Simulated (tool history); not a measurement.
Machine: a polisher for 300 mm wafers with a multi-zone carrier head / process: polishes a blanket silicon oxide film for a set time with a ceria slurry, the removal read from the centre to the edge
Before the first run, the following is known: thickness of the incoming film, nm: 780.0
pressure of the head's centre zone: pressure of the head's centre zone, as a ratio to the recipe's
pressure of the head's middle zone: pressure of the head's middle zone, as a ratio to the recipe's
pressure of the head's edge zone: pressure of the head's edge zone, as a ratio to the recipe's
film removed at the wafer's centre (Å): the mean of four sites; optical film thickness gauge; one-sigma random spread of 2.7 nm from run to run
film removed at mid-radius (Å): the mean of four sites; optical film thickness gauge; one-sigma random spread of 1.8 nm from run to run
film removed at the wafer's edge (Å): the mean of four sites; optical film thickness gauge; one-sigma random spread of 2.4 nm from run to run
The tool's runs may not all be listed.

run,hour,flow of slurry (ml/min),pressure of the head's centre zone,pressure of the head's middle zone,pressure of the head's edge zone,polishing time (s),film removed at the wafer's centre (Å),film removed at mid-radius (Å),film removed at the wafer's edge (Å)
1,0,165,1,1,1,83,2222.2,2237,2167.1
2,3.5,140,1,1,1,83,2098,2135.2,2096.2
3,9.2,140,1,0.99,1.02,83,2069.2,2139.5,2104.5
4,14.4,140,1,0.99,0.96,83,2123.1,2117.6,2064.6
5,22.2,140,1,0.99,1.04,83,2123.3,2140.6,2101.6
6,27.4,140,0.99,0.96,1.05,84,2112.7,2106.5,2194.9
7,28.9,140,0.99,0.95,1.05,84,2155.2,2063.3,2183.7

For run 8, what comes out?
8,36,140,0.98,0.94,1.06,84,?,?,?

Run 8 came out at film removed at the wafer's centre (Å) 2100, film removed at mid-radius (Å) 2040, film removed at the wafer's edge (Å) 2151.3.
